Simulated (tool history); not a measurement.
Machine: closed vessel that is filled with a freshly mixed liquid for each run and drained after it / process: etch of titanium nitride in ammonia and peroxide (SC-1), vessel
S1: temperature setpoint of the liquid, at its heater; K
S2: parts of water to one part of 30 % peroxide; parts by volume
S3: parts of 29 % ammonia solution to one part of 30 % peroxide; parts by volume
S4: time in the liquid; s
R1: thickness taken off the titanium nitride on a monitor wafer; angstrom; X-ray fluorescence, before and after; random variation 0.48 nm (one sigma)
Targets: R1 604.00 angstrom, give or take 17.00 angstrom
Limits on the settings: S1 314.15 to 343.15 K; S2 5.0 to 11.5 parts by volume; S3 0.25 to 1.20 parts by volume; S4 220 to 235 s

Run 1, hour 0.0: S1 330.15 K, S2 6.5 parts by volume, S3 0.95 parts by volume, S4 220 s. Result: R1 533.98 angstrom.
Run 2, hour 2.6: S1 325.65 K, S2 6.5 parts by volume, S3 0.95 parts by volume, S4 220 s. Result: R1 390.84 angstrom.
Run 3, hour 11.1: S1 322.15 K, S2 6.5 parts by volume, S3 0.95 parts by volume, S4 220 s. Result: R1 306.63 angstrom.
Run 4, hour 19.8: S1 322.15 K, S2 6.5 parts by volume, S3 0.95 parts by volume, S4 220 s. Result: R1 304.33 angstrom.
Run 5, hour 21.0: S1 317.65 K, S2 6.5 parts by volume, S3 0.95 parts by volume, S4 220 s. Result: R1 221.10 angstrom.
Run 6, hour 27.9: S1 317.65 K, S2 6.5 parts by volume, S3 1.20 parts by volume, S4 220 s. Result: R1 228.03 angstrom.
Run 7, hour 34.7: S1 319.65 K, S2 6.5 parts by volume, S3 1.20 parts by volume, S4 220 s. Result: R1 263.02 angstrom.
Run 8, hour 40.5: S1 321.15 K, S2 6.5 parts by volume, S3 1.20 parts by volume, S4 220 s. Result: R1 289.08 angstrom.
Run 9, hour 47.4: S1 322.65 K, S2 6.5 parts by volume, S3 1.20 parts by volume, S4 220 s. Result: R1 326.91 angstrom.
Run 10, hour 56.2: S1 324.15 K, S2 6.5 parts by volume, S3 1.20 parts by volume, S4 220 s. Result: R1 360.89 angstrom.

4 next moves are on the table. One of them brings every result within its allowed miss. Which?
Run A, hour 65.0: S1 329.65 K, S2 5.5 parts by volume, S3 1.20 parts by volume, S4 235 s. Result: R1 ?.
Run B, hour 65.0: S1 335.65 K, S2 7.0 parts by volume, S3 1.20 parts by volume, S4 235 s. Result: R1 ?.
Run C, hour 65.0: S1 332.15 K, S2 7.0 parts by volume, S3 0.75 parts by volume, S4 225 s. Result: R1 ?.
Run D, hour 65.0: S1 332.15 K, S2 7.0 parts by volume, S3 1.20 parts by volume, S4 235 s. Result: R1 ?.

move      R1
   A  604.14
   B  805.58
   C  575.79
   D  641.07
A: meets every target
B: the result that was furthest off in the last run now lies on the other side of its target
C: moves toward the targets from the last run without getting all of them in spec
D: the result that was furthest off in the last run now lies on the other side of its target
The move that meets every target is A.

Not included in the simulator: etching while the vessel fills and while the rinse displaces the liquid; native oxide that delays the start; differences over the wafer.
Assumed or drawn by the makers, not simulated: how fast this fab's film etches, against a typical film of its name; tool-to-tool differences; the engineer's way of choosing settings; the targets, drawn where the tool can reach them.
